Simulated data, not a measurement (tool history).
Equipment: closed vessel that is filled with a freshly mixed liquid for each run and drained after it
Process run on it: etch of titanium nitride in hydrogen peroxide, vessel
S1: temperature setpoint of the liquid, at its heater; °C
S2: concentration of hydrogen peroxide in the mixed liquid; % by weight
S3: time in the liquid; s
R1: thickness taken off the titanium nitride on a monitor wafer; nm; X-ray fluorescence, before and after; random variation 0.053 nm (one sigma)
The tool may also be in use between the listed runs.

run	day	S1	S2	S3	R1
1	0	44	15.5	380	18.978
2	0.067	38	15.5	380	12.079
3	0.325	35	15.5	380	9.4564
4	0.567	35	13.5	380	9.1059
5	0.817	35	15.5	380	9.4629
6	1.2	41	15.5	380	15.15
7	1.429	40	15.5	380	13.976

Run 8 has not been measured yet. What should we expect?
8	1.517	39.5	15.5	380	?

{"run 8": {"R1": 13.384}}

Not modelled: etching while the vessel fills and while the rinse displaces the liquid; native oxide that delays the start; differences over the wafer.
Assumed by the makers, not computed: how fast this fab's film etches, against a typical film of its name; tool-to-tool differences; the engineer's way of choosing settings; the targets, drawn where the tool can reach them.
